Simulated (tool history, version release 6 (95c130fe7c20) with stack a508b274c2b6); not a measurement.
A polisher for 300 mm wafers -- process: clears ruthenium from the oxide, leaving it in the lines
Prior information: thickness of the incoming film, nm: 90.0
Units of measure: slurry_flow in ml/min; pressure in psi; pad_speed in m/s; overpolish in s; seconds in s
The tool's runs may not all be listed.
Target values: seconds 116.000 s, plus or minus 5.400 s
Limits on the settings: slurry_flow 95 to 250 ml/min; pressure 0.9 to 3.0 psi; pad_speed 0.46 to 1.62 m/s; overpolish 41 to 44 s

{"run": 1, "hour": 0.0, "slurry_flow": 160, "pressure": 1.9, "pad_speed": 1.04, "overpolish": 41, "seconds": 78.654}
{"run": 2, "hour": 2.4, "slurry_flow": 160, "pressure": 1.9, "pad_speed": 1.28, "overpolish": 41, "seconds": 69.789}
{"run": 3, "hour": 8.3, "slurry_flow": 195, "pressure": 1.9, "pad_speed": 1.28, "overpolish": 41, "seconds": 67.17}
{"run": 4, "hour": 14.8, "slurry_flow": 195, "pressure": 1.5, "pad_speed": 1.28, "overpolish": 41, "seconds": 86.827}
{"run": 5, "hour": 18.8, "slurry_flow": 195, "pressure": 1.5, "pad_speed": 1.28, "overpolish": 41, "seconds": 83.627}
{"run": 6, "hour": 26.3, "slurry_flow": 195, "pressure": 1.4, "pad_speed": 1.28, "overpolish": 41, "seconds": 90.006}
{"run": 7, "hour": 29.8, "slurry_flow": 190, "pressure": 0.9, "pad_speed": 1.26, "overpolish": 41, "seconds": 140.39}
{"run": 8, "hour": 35.2, "slurry_flow": 195, "pressure": 0.9, "pad_speed": 1.26, "overpolish": 41, "seconds": 141.5}
{"run": 9, "hour": 36.3, "slurry_flow": 195, "pressure": 1.3, "pad_speed": 1.28, "overpolish": 41, "seconds": 94.528}
{"run": 10, "hour": 41.3, "slurry_flow": 185, "pressure": 1.3, "pad_speed": 1.28, "overpolish": 41, "seconds": 98.212}
{"run": 11, "hour": 47.5, "slurry_flow": 185, "pressure": 1.2, "pad_speed": 1.28, "overpolish": 41, "seconds": 105.53}

Below are 4 possible settings for the next run. Only one of them brings all results inside the allowed miss of their targets. Which is it?
{"run": "A", "hour": 53.7, "slurry_flow": 185, "pressure": 1.1, "pad_speed": 1.26, "overpolish": 44, "seconds": "?"}
{"run": "B", "hour": 53.7, "slurry_flow": 180, "pressure": 1.3, "pad_speed": 1.28, "overpolish": 41, "seconds": "?"}
{"run": "C", "hour": 53.7, "slurry_flow": 165, "pressure": 1.1, "pad_speed": 1.6, "overpolish": 41, "seconds": "?"}
{"run": "D", "hour": 53.7, "slurry_flow": 185, "pressure": 1.6, "pad_speed": 0.88, "overpolish": 41, "seconds": "?"}

move=A seconds=117.290
move=B seconds=99.404
move=C seconds=101.560
move=D seconds=101.920
A: every result within its allowed miss
B: further off than the last run
C: further off than the last run
D: further off than the last run
So the answer is move A, the one that meets all the targets.

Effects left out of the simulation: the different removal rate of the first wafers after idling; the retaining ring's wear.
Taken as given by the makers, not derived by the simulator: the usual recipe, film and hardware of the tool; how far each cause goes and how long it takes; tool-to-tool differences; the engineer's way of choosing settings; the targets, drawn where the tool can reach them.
